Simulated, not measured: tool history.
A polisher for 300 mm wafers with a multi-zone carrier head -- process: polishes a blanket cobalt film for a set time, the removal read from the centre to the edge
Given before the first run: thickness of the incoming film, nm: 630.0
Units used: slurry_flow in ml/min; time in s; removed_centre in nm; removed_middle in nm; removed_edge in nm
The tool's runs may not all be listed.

run,hour,slurry_flow,centre_zone,middle_zone,edge_zone,time,removed_centre,removed_middle,removed_edge
1,0,280,1,1,1,39,247.33,237.89,236.59
2,3.7,280,1,1,0.96,39,238.39,239.31,233.5
3,9.3,280,1,1,0.96,43,274.52,262.54,262.15
4,16.9,280,1,1,0.93,43,265.41,265.11,260.88
5,25.3,280,1,1,0.93,34,211.77,206.62,205.78
6,32.9,265,0.94,0.99,0.93,35,198.63,212.79,208.9
7,35.2,260,0.9,0.97,0.94,36,202.88,213.42,215.09

Run 8, settings as shown, results not yet in. Your forecast:
8,44,235,0.87,0.97,0.93,37,?,?,?

{"run 8": {"removed_centre": 195.23, "removed_middle": 216.7, "removed_edge": 218.9}}
